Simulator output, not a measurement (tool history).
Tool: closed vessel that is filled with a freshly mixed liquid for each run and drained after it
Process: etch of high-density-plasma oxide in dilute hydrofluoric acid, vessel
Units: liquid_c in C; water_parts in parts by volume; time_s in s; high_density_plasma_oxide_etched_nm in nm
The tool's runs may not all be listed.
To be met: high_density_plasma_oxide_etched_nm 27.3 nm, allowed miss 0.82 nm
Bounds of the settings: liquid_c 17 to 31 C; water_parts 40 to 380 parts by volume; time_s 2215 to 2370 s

| run | day | liquid_c | water_parts | time_s | high_density_plasma_oxide_etched_nm |
|---|---|---|---|---|---|
| 1 | 0 | 23 | 210 | 2215 | 47.981 |
| 2 | 0.033 | 21 | 230 | 2215 | 39.549 |
| 3 | 0.354 | 19 | 230 | 2215 | 36.59 |
| 4 | 0.433 | 19 | 265 | 2215 | 31.131 |
| 5 | 0.729 | 18.5 | 270 | 2215 | 29.69 |
| 6 | 0.808 | 19.5 | 270 | 2215 | 30.827 |
| 7 | 0.925 | 18.5 | 270 | 2215 | 29.919 |
| 8 | 0.988 | 18 | 275 | 2215 | 28.587 |

Which of these 4 next moves meets every target?
| A | 1.05 | 19.5 | 295 | 2215 | ? |
| B | 1.05 | 17 | 255 | 2215 | ? |
| C | 1.05 | 19.5 | 280 | 2215 | ? |
| D | 1.05 | 18.5 | 270 | 2245 | ? |

| move | high_density_plasma_oxide_etched_nm |
|---|---|
| A | 27.62 |
| B | 30.111 |
| C | 29.492 |
| D | 30.127 |
A: meets every target
B: further off than the last run
C: further off than the last run
D: further off than the last run
The right move is A.
